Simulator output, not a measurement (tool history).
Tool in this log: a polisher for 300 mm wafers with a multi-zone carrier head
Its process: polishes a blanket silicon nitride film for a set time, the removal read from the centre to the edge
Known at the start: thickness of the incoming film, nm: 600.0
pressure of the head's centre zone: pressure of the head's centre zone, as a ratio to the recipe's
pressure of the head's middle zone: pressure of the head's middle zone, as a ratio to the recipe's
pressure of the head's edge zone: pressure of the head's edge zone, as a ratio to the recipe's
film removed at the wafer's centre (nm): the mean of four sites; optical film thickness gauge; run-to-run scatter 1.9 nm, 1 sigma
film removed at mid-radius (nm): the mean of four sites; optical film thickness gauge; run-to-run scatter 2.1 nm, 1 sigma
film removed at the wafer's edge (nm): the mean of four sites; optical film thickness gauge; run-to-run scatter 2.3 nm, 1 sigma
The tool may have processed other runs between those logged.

run	hour	flow of slurry (ml/min)	pressure of the head's centre zone	pressure of the head's middle zone	pressure of the head's edge zone	polishing time (s)	film removed at the wafer's centre (nm)	film removed at mid-radius (nm)	film removed at the wafer's edge (nm)
1	0	255	1	1	1	88	202.35	193.74	199.06
2	8	255	1	1	1	77	177.56	171.47	176.67
3	13.4	275	1.05	1.02	1.05	85	209.15	193.12	199.92
4	22.2	290	1.09	1.03	1.09	90	228.19	205.81	214.71
5	24.2	250	1.09	1.03	1.09	90	228.01	204.21	212.48
6	26.6	250	1.09	1.03	1.09	109	271.58	247.61	261.07
7	30.6	265	1.11	1.03	1.09	109	276.63	249.35	255.21

Expected results for the next run?
8	34.6	270	1.13	1.03	1.11	109	?	?	?

film removed at the wafer's centre (nm): 280.59
film removed at mid-radius (nm): 245.59
film removed at the wafer's edge (nm): 259.62
